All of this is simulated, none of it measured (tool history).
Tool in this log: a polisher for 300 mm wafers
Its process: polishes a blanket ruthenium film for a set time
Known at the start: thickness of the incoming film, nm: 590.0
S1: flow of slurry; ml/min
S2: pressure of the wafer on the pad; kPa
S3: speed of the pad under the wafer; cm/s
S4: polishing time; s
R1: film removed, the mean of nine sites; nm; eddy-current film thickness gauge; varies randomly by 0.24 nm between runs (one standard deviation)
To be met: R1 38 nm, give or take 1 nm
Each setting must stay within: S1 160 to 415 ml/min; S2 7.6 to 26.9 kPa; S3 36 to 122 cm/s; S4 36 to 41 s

{"run": 1, "hour": 0.0, "S1": 265, "S2": 17.2, "S3": 78, "S4": 41, "R1": 45.049}
{"run": 2, "hour": 2.8, "S1": 265, "S2": 17.2, "S3": 92, "S4": 41, "R1": 50.726}
{"run": 3, "hour": 3.6, "S1": 265, "S2": 20.7, "S3": 92, "S4": 41, "R1": 60.249}
{"run": 4, "hour": 12.2, "S1": 260, "S2": 17.9, "S3": 92, "S4": 41, "R1": 52.859}
{"run": 5, "hour": 15.7, "S1": 260, "S2": 16.5, "S3": 92, "S4": 41, "R1": 49.256}
{"run": 6, "hour": 22.1, "S1": 260, "S2": 17.9, "S3": 92, "S4": 41, "R1": 53.565}
{"run": 7, "hour": 26.1, "S1": 260, "S2": 15.9, "S3": 92, "S4": 41, "R1": 47.222}
{"run": 8, "hour": 33.5, "S1": 260, "S2": 14.5, "S3": 92, "S4": 41, "R1": 42.943}
{"run": 9, "hour": 35.6, "S1": 260, "S2": 13.8, "S3": 92, "S4": 41, "R1": 40.896}

5 candidate next runs follow, results not yet known. Just one meets every target within its allowed miss. Identify it.
{"run": "A", "hour": 37.7, "S1": 225, "S2": 15.9, "S3": 92, "S4": 36, "R1": "?"}
{"run": "B", "hour": 37.7, "S1": 245, "S2": 10.3, "S3": 122, "S4": 41, "R1": "?"}
{"run": "C", "hour": 37.7, "S1": 230, "S2": 12.4, "S3": 96, "S4": 41, "R1": "?"}
{"run": "D", "hour": 37.7, "S1": 220, "S2": 16.5, "S3": 82, "S4": 37, "R1": "?"}
{"run": "E", "hour": 37.7, "S1": 290, "S2": 14.5, "S3": 98, "S4": 41, "R1": "?"}

move=A R1=40.412
move=B R1=39.323
move=C R1=37.876
move=D R1=39.315
move=E R1=45.705
A: nearer than the last run, and not there yet
B: nearer than the last run, and not there yet
C: all results land within tolerance of their targets
D: nearer than the last run, and not there yet
E: its largest miss is bigger than the last run's
The right move is C.
